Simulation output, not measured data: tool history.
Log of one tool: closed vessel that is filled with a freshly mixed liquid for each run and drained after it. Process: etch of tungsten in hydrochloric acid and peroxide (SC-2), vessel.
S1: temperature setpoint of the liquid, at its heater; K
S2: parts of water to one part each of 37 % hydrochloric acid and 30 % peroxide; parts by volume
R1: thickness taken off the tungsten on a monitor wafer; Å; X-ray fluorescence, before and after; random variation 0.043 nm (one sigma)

Run 1, day 0.000: S1 329.15 K, S2 11.0 parts by volume, time in the liquid (s) 105. Result: R1 173.040 Å.
Run 2, day 0.033: S1 324.65 K, S2 12.0 parts by volume, time in the liquid (s) 105. Result: R1 119.350 Å.
Run 3, day 0.167: S1 321.15 K, S2 12.5 parts by volume, time in the liquid (s) 105. Result: R1 91.372 Å.
Run 4, day 0.546: S1 321.15 K, S2 12.5 parts by volume, time in the liquid (s) 110. Result: R1 94.405 Å.
Run 5, day 0.600: S1 318.65 K, S2 13.0 parts by volume, time in the liquid (s) 110. Result: R1 77.937 Å.
Run 6, day 0.900: S1 317.15 K, S2 13.5 parts by volume, time in the liquid (s) 110. Result: R1 68.053 Å.
Run 7, day 1.225: S1 316.15 K, S2 14.0 parts by volume, time in the liquid (s) 110. Result: R1 61.717 Å.

Run 8 comes next. What will it give?
Run 8, day 1.379: S1 315.15 K, S2 14.5 parts by volume, time in the liquid (s) 110. Result: R1 ?.

R1: 55.328 Å
